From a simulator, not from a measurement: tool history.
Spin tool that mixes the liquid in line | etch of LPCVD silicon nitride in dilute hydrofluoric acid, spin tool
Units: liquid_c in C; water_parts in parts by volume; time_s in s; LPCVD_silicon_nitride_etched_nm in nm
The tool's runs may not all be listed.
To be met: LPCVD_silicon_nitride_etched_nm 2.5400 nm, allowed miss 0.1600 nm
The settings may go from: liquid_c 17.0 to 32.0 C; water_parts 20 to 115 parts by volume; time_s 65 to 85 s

run	hour	liquid_c	water_parts	time_s	LPCVD_silicon_nitride_etched_nm
1	0.0	24.0	65	85	0.8184
2	6.5	25.5	55	85	1.0660
3	10.9	24.0	55	85	0.9346
4	11.5	25.5	50	85	1.1514
5	13.9	27.0	45	85	1.4120
6	21.9	27.0	45	65	1.0706
7	30.3	28.0	40	70	1.3582
8	35.7	32.0	20	75	3.8137
9	40.9	31.0	20	75	3.5521
10	47.5	30.5	20	75	3.5022
11	51.6	29.5	20	75	3.0719
12	59.6	27.5	20	75	2.8222
13	63.2	27.0	20	75	2.6747

5 next moves are on the table. One of them brings every result within its allowed miss. Which?
A	66.8	27.0	25	85	?
B	66.8	26.0	20	85	?
C	66.8	27.0	20	80	?
D	66.8	27.5	20	85	?
E	66.8	28.5	20	70	?

move	LPCVD_silicon_nitride_etched_nm
A	2.5096
B	2.9060
C	2.9256
D	3.2143
E	2.8295
A: meets every target
B: further off than the last run
C: further off than the last run
D: further off than the last run
E: further off than the last run
Answer: A
